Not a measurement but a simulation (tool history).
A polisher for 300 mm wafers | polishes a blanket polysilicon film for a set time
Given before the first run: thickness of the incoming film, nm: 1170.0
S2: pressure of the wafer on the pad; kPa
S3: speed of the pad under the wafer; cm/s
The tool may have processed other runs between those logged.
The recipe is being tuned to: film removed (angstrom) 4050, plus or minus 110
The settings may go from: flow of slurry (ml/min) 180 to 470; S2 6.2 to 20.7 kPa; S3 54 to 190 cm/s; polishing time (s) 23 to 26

{"run": 1, "hour": 0.0, "flow of slurry (ml/min)": 300, "S2": 13.1, "S3": 122, "polishing time (s)": 26, "film removed (angstrom)": 2027.7}
{"run": 2, "hour": 7.8, "flow of slurry (ml/min)": 300, "S2": 13.1, "S3": 122, "polishing time (s)": 23, "film removed (angstrom)": 1812.3}
{"run": 3, "hour": 16.6, "flow of slurry (ml/min)": 300, "S2": 14.5, "S3": 128, "polishing time (s)": 23, "film removed (angstrom)": 2063.3}
{"run": 4, "hour": 18.3, "flow of slurry (ml/min)": 300, "S2": 14.5, "S3": 128, "polishing time (s)": 23, "film removed (angstrom)": 2072.6}
{"run": 5, "hour": 27.1, "flow of slurry (ml/min)": 300, "S2": 14.5, "S3": 128, "polishing time (s)": 23, "film removed (angstrom)": 2111.2}
{"run": 6, "hour": 32.7, "flow of slurry (ml/min)": 300, "S2": 14.5, "S3": 138, "polishing time (s)": 23, "film removed (angstrom)": 2200.4}
{"run": 7, "hour": 38.9, "flow of slurry (ml/min)": 300, "S2": 15.9, "S3": 146, "polishing time (s)": 23, "film removed (angstrom)": 2529.7}
{"hour": 43.4, "done": "slurry nozzle cleaned"}
{"run": 8, "hour": 43.4, "flow of slurry (ml/min)": 310, "S2": 20, "S3": 170, "polishing time (s)": 23, "film removed (angstrom)": 3773.9}
{"run": 9, "hour": 49.0, "flow of slurry (ml/min)": 310, "S2": 20.7, "S3": 172, "polishing time (s)": 23, "film removed (angstrom)": 3938.8}

Exercise: of the 4 proposed moves below, exactly one satisfies all targets within the stated allowed misses. Which move is it?
{"run": "A", "hour": 54.6, "flow of slurry (ml/min)": 310, "S2": 20.7, "S3": 160, "polishing time (s)": 25, "film removed (angstrom)": "?"}
{"run": "B", "hour": 54.6, "flow of slurry (ml/min)": 240, "S2": 20, "S3": 184, "polishing time (s)": 25, "film removed (angstrom)": "?"}
{"run": "C", "hour": 54.6, "flow of slurry (ml/min)": 275, "S2": 18.6, "S3": 164, "polishing time (s)": 26, "film removed (angstrom)": "?"}
{"run": "D", "hour": 54.6, "flow of slurry (ml/min)": 205, "S2": 20.7, "S3": 152, "polishing time (s)": 25, "film removed (angstrom)": "?"}

move=A film_removed_(angstrom)=4053.5
move=B film_removed_(angstrom)=4372
move=C film_removed_(angstrom)=3858.9
move=D film_removed_(angstrom)=3780.6
A: every result within its allowed miss
B: takes the result that was furthest off past its target
C: the biggest miss grows against the last run
D: the biggest miss grows against the last run
Answer: A
